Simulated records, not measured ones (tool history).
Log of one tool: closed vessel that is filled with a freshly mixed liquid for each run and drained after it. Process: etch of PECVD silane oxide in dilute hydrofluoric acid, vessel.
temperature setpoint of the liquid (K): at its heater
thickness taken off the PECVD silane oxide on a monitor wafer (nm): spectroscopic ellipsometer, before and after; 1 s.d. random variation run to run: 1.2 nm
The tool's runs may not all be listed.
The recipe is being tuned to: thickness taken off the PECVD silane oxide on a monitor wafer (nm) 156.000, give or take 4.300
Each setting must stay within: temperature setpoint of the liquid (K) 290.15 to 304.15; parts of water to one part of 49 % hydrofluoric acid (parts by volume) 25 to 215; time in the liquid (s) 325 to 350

run,hour,temperature setpoint of the liquid (K),parts of water to one part of 49 % hydrofluoric acid (parts by volume),time in the liquid (s),thickness taken off the PECVD silane oxide on a monitor wafer (nm)
1,0.0,296.15,120,325,39.613
2,2.0,296.15,120,325,39.340
3,6.1,296.15,120,325,40.224
4,14.8,296.15,80,325,61.833
5,19.1,299.65,80,325,71.954
# hour 26.6: thermometer replaced
6,26.6,300.15,75,325,83.575
7,35.2,300.65,70,325,92.073
8,41.7,301.15,65,325,100.960
9,44.8,304.15,30,325,260.600
10,46.4,303.65,30,325,259.310
11,48.9,302.65,30,325,247.870
12,58.0,298.65,35,325,179.640
13,64.8,298.15,35,325,175.670

Which of these 4 next moves meets every target?
A,71.6,299.65,45,330,?
B,71.6,304.15,50,350,?
C,71.6,296.65,40,330,?
D,71.6,300.15,45,350,?

move,thickness taken off the PECVD silane oxide on a monitor wafer (nm)
A,143.990
B,163.120
C,144.190
D,155.840
A: the result that was furthest off in the last run now lies on the other side of its target
B: moves toward the targets from the last run without getting all of them in spec
C: the result that was furthest off in the last run now lies on the other side of its target
D: hits every target within its allowed miss
The right move is D.
